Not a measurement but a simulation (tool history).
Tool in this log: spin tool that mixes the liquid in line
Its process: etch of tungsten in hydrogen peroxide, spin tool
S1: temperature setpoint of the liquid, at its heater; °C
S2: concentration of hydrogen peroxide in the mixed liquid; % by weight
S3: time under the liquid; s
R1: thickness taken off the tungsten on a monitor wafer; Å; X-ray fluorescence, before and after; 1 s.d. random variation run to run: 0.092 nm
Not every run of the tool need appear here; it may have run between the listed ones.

{"run": 1, "day": 0.0, "S1": 53.0, "S2": 18, "S3": 15, "R1": 141.3}
{"run": 2, "day": 0.183, "S1": 53.0, "S2": 18, "S3": 15, "R1": 142.45}
{"run": 3, "day": 0.517, "S1": 52.0, "S2": 18, "S3": 15, "R1": 134.2}
{"run": 4, "day": 0.871, "S1": 51.0, "S2": 18, "S3": 15, "R1": 127.23}
{"run": 5, "day": 1.142, "S1": 51.0, "S2": 18, "S3": 15, "R1": 123.48}
{"run": 6, "day": 1.329, "S1": 51.0, "S2": 18, "S3": 15, "R1": 124.72}

Run 7 comes next. What will it give?
{"run": 7, "day": 1.388, "S1": 50.5, "S2": 18, "S3": 15, "R1": "?"}

{"run 7": {"R1": 123.43}}
